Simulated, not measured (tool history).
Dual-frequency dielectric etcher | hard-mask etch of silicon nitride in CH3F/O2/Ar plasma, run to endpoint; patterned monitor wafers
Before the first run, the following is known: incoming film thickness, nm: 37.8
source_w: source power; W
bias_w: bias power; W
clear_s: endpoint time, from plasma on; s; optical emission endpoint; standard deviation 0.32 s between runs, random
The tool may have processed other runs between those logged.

| run | day | source_w | bias_w | clear_s |
|---|---|---|---|---|
| 1 | 0.000 | 340 | 67 | 60.692 |
| 2 | 0.188 | 340 | 74 | 58.599 |
| 3 | 0.467 | 370 | 74 | 55.979 |
| 4 | 0.629 | 320 | 74 | 59.888 |
| 5 | 0.796 | 340 | 75 | 58.337 |
| 6 | 0.971 | 340 | 81 | 57.209 |
| 7 | 1.196 | 350 | 82 | 56.205 |

Run 8 comes next. What will it give?
| 8 | 1.538 | 360 | 83 | ? |

clear_s: 54.623 s

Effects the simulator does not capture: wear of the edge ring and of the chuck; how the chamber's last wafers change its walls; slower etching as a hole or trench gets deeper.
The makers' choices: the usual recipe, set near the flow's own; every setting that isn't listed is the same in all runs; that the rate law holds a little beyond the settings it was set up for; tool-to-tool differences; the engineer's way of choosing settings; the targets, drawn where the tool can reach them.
